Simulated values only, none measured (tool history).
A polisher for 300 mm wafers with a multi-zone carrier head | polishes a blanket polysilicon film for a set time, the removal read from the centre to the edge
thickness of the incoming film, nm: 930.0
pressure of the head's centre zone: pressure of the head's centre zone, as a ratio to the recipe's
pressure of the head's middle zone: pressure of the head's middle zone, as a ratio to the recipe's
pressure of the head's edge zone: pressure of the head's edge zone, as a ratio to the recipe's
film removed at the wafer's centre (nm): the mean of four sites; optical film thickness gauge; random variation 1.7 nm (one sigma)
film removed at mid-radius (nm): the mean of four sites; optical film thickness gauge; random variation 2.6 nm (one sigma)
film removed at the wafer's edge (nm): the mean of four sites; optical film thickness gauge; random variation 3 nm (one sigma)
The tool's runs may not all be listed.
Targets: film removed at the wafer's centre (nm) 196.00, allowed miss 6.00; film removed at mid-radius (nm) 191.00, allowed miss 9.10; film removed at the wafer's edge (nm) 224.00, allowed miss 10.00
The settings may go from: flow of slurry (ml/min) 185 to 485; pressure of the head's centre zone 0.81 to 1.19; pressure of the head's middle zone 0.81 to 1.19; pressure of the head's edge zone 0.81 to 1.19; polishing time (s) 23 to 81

run,hour,flow of slurry (ml/min),pressure of the head's centre zone,pressure of the head's middle zone,pressure of the head's edge zone,polishing time (s),film removed at the wafer's centre (nm),film removed at mid-radius (nm),film removed at the wafer's edge (nm)
1,0.0,310,1.00,1.00,1.00,52,332.63,325.28,335.12
2,4.5,300,0.96,0.95,0.99,46,276.76,282.42,301.10
3,11.6,300,0.96,0.95,0.95,46,281.45,277.31,288.81
4,20.4,230,0.96,0.95,0.95,46,269.27,274.15,274.24
5,26.7,260,0.95,0.91,0.95,41,246.15,232.89,249.56
6,33.2,260,0.89,0.91,0.95,41,226.90,232.04,250.91
7,40.6,245,0.86,0.81,0.93,34,181.23,170.26,202.93
8,47.8,270,0.87,0.83,0.95,34,183.95,180.13,208.52
9,51.3,280,0.88,0.83,0.97,34,189.39,178.54,213.63
10,53.8,290,0.88,0.84,0.98,34,188.46,182.65,209.91

5 next moves are on the table. One of them brings every result within its allowed miss. Which?
A,56.3,290,0.89,0.90,0.98,31,?,?,?
B,56.3,350,0.89,0.87,0.85,34,?,?,?
C,56.3,295,0.85,0.90,1.01,34,?,?,?
D,56.3,320,1.05,1.01,1.02,29,?,?,?
E,56.3,275,0.87,0.83,0.96,36,?,?,?

move,film removed at the wafer's centre (nm),film removed at mid-radius (nm),film removed at the wafer's edge (nm)
A,175.69,178.64,198.18
B,196.73,194.21,206.61
C,184.39,196.34,220.86
D,196.40,185.84,190.26
E,197.97,192.89,227.03
A: further off than the last run
B: further off than the last run
C: brings the result that was furthest off to its target, and leaves another outside
D: further off than the last run
E: meets every target
The right move is E.
